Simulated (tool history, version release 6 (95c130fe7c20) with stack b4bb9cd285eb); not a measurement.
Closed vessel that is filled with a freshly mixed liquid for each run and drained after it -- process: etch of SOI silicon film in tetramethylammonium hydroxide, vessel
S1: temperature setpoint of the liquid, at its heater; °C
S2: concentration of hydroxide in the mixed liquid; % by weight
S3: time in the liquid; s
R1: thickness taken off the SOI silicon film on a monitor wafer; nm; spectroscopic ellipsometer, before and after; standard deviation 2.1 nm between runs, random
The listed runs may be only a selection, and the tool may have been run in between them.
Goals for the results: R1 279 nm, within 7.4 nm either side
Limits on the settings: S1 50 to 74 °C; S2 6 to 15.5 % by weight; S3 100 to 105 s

| run | hour | S1 | S2 | S3 | R1 |
|---|---|---|---|---|---|
| 1 | 0 | 61 | 10.5 | 100 | 427.76 |
| 2 | 6.5 | 59 | 10.5 | 100 | 373.23 |
| 3 | 8 | 57.5 | 10.5 | 100 | 342.48 |
| 4 | 14.2 | 57.5 | 8.5 | 100 | 363.37 |
| 5 | 21.4 | 57.5 | 8.5 | 100 | 369.51 |
| 6 | 29.5 | 56 | 8.5 | 100 | 335.36 |
| 7 | 30.5 | 55 | 8.5 | 100 | 315.96 |
| 8 | 39 | 54.5 | 8.5 | 100 | 304.83 |
| 9 | 46.2 | 54 | 8.5 | 100 | 294.31 |

4 next moves are on the table. One of them brings every result within its allowed miss. Which?
| A | 53.4 | 52 | 6 | 105 | ? |
| B | 53.4 | 53 | 8 | 100 | ? |
| C | 53.4 | 55 | 9.5 | 100 | ? |
| D | 53.4 | 54 | 8.5 | 105 | ? |

| move | R1 |
|---|---|
| A | 301.8 |
| B | 284.8 |
| C | 305.46 |
| D | 313 |
A: the biggest miss grows against the last run
B: all results land within tolerance of their targets
C: the biggest miss grows against the last run
D: the biggest miss grows against the last run
Answer: B
